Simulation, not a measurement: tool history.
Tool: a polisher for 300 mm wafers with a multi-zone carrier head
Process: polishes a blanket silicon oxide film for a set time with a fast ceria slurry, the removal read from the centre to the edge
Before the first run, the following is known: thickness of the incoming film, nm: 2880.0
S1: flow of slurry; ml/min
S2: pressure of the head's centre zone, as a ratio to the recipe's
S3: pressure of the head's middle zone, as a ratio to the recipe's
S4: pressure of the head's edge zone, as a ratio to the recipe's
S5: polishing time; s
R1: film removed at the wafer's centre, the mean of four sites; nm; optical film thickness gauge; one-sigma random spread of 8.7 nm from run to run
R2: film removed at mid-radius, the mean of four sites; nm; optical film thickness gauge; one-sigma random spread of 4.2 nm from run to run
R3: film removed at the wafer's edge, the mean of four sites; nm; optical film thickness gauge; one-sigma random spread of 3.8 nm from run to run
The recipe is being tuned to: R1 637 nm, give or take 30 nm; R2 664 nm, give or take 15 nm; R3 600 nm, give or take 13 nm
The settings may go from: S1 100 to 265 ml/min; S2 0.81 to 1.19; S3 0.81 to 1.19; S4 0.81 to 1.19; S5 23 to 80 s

Run 1, hour 0: S1 170 ml/min, S2 1, S3 1, S4 1, S5 51 s. Result: R1 814.96 nm, R2 846.87 nm, R3 814.25 nm.
Run 2, hour 8.1: S1 170 ml/min, S2 1.03, S3 1, S4 1, S5 51 s. Result: R1 868.03 nm, R2 832.04 nm, R3 814.11 nm.
Run 3, hour 10.2: S1 165 ml/min, S2 1.02, S3 1, S4 0.97, S5 49 s. Result: R1 800.82 nm, R2 807.56 nm, R3 773 nm.
Run 4, hour 12.2: S1 165 ml/min, S2 1.02, S3 1, S4 0.94, S5 47 s. Result: R1 790.6 nm, R2 775.91 nm, R3 737.1 nm.
Run 5, hour 20.1: S1 165 ml/min, S2 1.02, S3 1, S4 0.89, S5 47 s. Result: R1 792.67 nm, R2 768.04 nm, R3 715.54 nm.
Run 6, hour 25.3: S1 205 ml/min, S2 1.02, S3 1, S4 0.89, S5 47 s. Result: R1 838.33 nm, R2 802.84 nm, R3 735.69 nm.
Run 7, hour 30.5: S1 195 ml/min, S2 1.01, S3 1, S4 0.88, S5 46 s. Result: R1 783.03 nm, R2 773.21 nm, R3 713.47 nm.
Run 8, hour 33.6: S1 185 ml/min, S2 1, S3 1, S4 0.87, S5 45 s. Result: R1 757.93 nm, R2 758.38 nm, R3 692.72 nm.
Run 9, hour 40.1: S1 175 ml/min, S2 1, S3 1, S4 0.86, S5 44 s. Result: R1 728.49 nm, R2 732.24 nm, R3 669.65 nm.
Run 10, hour 49: S1 125 ml/min, S2 0.98, S3 1.01, S4 0.81, S5 41 s. Result: R1 618.47 nm, R2 649.65 nm, R3 585.98 nm.

4 candidate next runs follow, results not yet known. Just one meets every target within its allowed miss. Identify it.
Run A, hour 57.9: S1 125 ml/min, S2 0.99, S3 1.01, S4 0.81, S5 42 s. Result: R1 ?, R2 ?, R3 ?.
Run B, hour 57.9: S1 100 ml/min, S2 1.02, S3 0.96, S4 0.83, S5 43 s. Result: R1 ?, R2 ?, R3 ?.
Run C, hour 57.9: S1 135 ml/min, S2 0.95, S3 1.11, S4 0.81, S5 39 s. Result: R1 ?, R2 ?, R3 ?.
Run D, hour 57.9: S1 130 ml/min, S2 0.94, S3 1.05, S4 0.81, S5 39 s. Result: R1 ?, R2 ?, R3 ?.

move      R1      R2      R3
   A  652.82  658.33  601.45
   B   650.1  617.78  599.56
   C  592.09  665.82   563.9
   D   580.7  634.18  561.35
A: all results in spec
B: brings the result that was furthest off to its target, and leaves another outside
C: lands further from the targets than the last run did
D: lands further from the targets than the last run did
So the answer is move A, the one that meets all the targets.

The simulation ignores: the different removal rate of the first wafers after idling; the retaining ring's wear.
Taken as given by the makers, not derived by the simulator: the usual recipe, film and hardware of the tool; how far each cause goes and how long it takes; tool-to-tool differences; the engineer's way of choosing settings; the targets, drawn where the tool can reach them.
